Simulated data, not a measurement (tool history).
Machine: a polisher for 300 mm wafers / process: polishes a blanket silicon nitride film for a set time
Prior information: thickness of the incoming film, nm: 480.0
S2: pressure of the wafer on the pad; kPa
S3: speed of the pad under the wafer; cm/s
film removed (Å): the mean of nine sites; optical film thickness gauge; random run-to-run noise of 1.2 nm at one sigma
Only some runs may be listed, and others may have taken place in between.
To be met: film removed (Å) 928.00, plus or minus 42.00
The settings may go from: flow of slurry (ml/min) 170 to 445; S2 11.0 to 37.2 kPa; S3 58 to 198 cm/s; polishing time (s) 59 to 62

run 1 hour=0.0 | flow_of_slurry_(ml/min)=285 S2=24.1 S3=128 polishing_time_(s)=59 | film_removed_(Å)=1111.00
run 2 hour=5.8 | flow_of_slurry_(ml/min)=240 S2=24.1 S3=128 polishing_time_(s)=59 | film_removed_(Å)=1097.30
run 3 hour=13.9 | flow_of_slurry_(ml/min)=310 S2=24.1 S3=128 polishing_time_(s)=59 | film_removed_(Å)=1118.60
run 4 hour=22.3 | flow_of_slurry_(ml/min)=380 S2=24.1 S3=128 polishing_time_(s)=59 | film_removed_(Å)=1152.70
run 5 hour=28.5 | flow_of_slurry_(ml/min)=380 S2=24.1 S3=128 polishing_time_(s)=59 | film_removed_(Å)=1159.70
run 6 hour=36.5 | flow_of_slurry_(ml/min)=380 S2=22.8 S3=128 polishing_time_(s)=59 | film_removed_(Å)=1065.60
run 7 hour=41.7 | flow_of_slurry_(ml/min)=380 S2=22.1 S3=128 polishing_time_(s)=59 | film_removed_(Å)=1033.20
run 8 hour=50.0 | flow_of_slurry_(ml/min)=380 S2=21.4 S3=128 polishing_time_(s)=59 | film_removed_(Å)=986.59
run 9 hour=56.8 | flow_of_slurry_(ml/min)=380 S2=20.7 S3=128 polishing_time_(s)=59 | film_removed_(Å)=993.31

Of the 5 settings listed for the next run, only one would bring every result within its allowed miss of target. Which one?
run A hour=63.6 | flow_of_slurry_(ml/min)=430 S2=20.7 S3=132 polishing_time_(s)=62 | film_removed_(Å)=?
run B hour=63.6 | flow_of_slurry_(ml/min)=390 S2=25.5 S3=118 polishing_time_(s)=61 | film_removed_(Å)=?
run C hour=63.6 | flow_of_slurry_(ml/min)=375 S2=19.3 S3=148 polishing_time_(s)=61 | film_removed_(Å)=?
run D hour=63.6 | flow_of_slurry_(ml/min)=335 S2=17.9 S3=142 polishing_time_(s)=59 | film_removed_(Å)=?
run E hour=63.6 | flow_of_slurry_(ml/min)=330 S2=19.3 S3=142 polishing_time_(s)=61 | film_removed_(Å)=?

move=A film_removed_(Å)=1050.90
move=B film_removed_(Å)=1152.30
move=C film_removed_(Å)=1052.60
move=D film_removed_(Å)=911.67
move=E film_removed_(Å)=1011.30
A: misses by more than the last run did
B: misses by more than the last run did
C: misses by more than the last run did
D: all results land within tolerance of their targets
E: misses by more than the last run did
D meets every target.
